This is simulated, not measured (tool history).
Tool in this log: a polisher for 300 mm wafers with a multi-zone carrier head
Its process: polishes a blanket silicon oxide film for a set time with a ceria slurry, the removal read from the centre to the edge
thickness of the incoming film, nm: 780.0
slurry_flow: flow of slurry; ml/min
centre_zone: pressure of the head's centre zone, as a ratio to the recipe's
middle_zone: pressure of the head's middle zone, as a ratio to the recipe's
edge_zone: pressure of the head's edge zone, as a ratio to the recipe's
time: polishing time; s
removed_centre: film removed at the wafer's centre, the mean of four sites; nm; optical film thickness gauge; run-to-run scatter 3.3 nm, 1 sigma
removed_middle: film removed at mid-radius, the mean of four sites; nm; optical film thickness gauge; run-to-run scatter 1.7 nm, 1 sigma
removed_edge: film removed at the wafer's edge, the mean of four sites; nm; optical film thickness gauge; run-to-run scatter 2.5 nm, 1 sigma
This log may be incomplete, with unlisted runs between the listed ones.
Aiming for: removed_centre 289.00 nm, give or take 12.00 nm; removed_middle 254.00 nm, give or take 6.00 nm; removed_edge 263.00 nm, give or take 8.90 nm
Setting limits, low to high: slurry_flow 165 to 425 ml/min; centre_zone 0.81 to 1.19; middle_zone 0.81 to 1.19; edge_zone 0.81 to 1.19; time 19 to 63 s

run,hour,slurry_flow,centre_zone,middle_zone,edge_zone,time,removed_centre,removed_middle,removed_edge
1,0.0,275,1.00,1.00,1.00,41,326.84,339.31,336.15
2,6.6,275,1.00,1.00,1.00,51,401.16,414.67,411.02
3,11.9,270,1.01,0.96,0.96,46,373.93,365.09,368.41
4,19.5,325,1.01,0.96,0.96,46,373.97,368.56,376.04
5,26.0,325,1.01,0.96,0.90,46,379.72,371.26,357.89
6,30.5,315,1.00,0.92,0.88,43,346.39,332.56,334.65
7,39.4,305,1.01,0.90,0.86,40,323.06,303.44,308.86
8,47.0,295,1.02,0.89,0.85,38,308.41,283.53,282.51
9,48.6,280,1.02,0.87,0.84,38,307.97,278.23,282.44
10,49.6,265,1.02,0.86,0.83,38,308.91,275.21,285.93
11,50.5,265,1.02,0.86,0.83,37,293.90,266.87,275.60
12,54.7,260,1.03,0.86,0.82,37,307.72,265.73,274.15
13,55.6,255,1.03,0.86,0.82,37,299.92,263.03,276.30
14,59.8,260,1.03,0.86,0.82,37,299.00,268.88,274.32

5 candidate next runs follow, results not yet known. Just one meets every target within its allowed miss. Identify it.
A,64.0,230,0.99,0.99,0.81,34,?,?,?
B,64.0,255,1.07,0.90,0.81,34,?,?,?
C,64.0,255,0.97,0.98,0.81,34,?,?,?
D,64.0,255,1.13,0.96,0.81,32,?,?,?
E,64.0,255,1.03,0.86,0.82,35,?,?,?

move,removed_centre,removed_middle,removed_edge
A,264.48,271.63,247.32
B,289.38,253.50,249.70
C,262.29,272.35,249.44
D,287.86,251.71,234.83
E,286.59,251.39,258.57
A: further off than the last run
B: gets the furthest-off result to its target, but another result is out of tolerance
C: further off than the last run
D: gets the furthest-off result to its target, but another result is out of tolerance
E: all results land within tolerance of their targets
So the answer is move E, the one that meets all the targets.

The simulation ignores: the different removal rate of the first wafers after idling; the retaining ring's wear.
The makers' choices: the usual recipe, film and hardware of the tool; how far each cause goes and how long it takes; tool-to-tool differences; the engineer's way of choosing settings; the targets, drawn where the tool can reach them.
